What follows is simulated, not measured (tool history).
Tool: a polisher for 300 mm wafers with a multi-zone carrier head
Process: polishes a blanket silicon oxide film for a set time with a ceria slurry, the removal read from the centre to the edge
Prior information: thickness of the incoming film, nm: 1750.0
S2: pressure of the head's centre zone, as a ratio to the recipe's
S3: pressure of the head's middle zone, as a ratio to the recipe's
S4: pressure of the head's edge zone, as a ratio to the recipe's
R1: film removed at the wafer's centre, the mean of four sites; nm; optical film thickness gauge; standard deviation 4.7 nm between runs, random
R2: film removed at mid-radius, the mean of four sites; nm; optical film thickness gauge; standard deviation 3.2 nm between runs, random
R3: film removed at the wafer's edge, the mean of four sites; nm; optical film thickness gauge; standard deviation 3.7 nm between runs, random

Run 1, day 0.000: flow of slurry (ml/min) 170, S2 1.00, S3 1.00, S4 1.00, polishing time (s) 46. Result: R1 258.62 nm, R2 253.37 nm, R3 273.44 nm.
Run 2, day 0.233: flow of slurry (ml/min) 170, S2 1.00, S3 1.05, S4 1.00, polishing time (s) 46. Result: R1 264.59 nm, R2 264.37 nm, R3 275.61 nm.
Run 3, day 0.429: flow of slurry (ml/min) 170, S2 1.00, S3 1.09, S4 1.00, polishing time (s) 46. Result: R1 262.49 nm, R2 274.93 nm, R3 275.36 nm.
Run 4, day 0.517: flow of slurry (ml/min) 170, S2 1.06, S3 1.09, S4 1.00, polishing time (s) 46. Result: R1 272.23 nm, R2 273.59 nm, R3 270.64 nm.
Run 5, day 0.671: flow of slurry (ml/min) 145, S2 1.06, S3 1.09, S4 1.00, polishing time (s) 46. Result: R1 266.10 nm, R2 268.07 nm, R3 274.49 nm.
Run 6, day 0.875: flow of slurry (ml/min) 140, S2 1.06, S3 1.09, S4 1.02, polishing time (s) 48. Result: R1 269.58 nm, R2 274.13 nm, R3 281.70 nm.

Estimate the outcome of run 7 from the log above:
Run 7, day 1.025: flow of slurry (ml/min) 145, S2 1.05, S3 1.09, S4 1.04, polishing time (s) 50. Result: R1 ?, R2 ?, R3 ?.

Run 7 produced R1 285.72 nm, R2 289.49 nm, R3 296.68 nm.
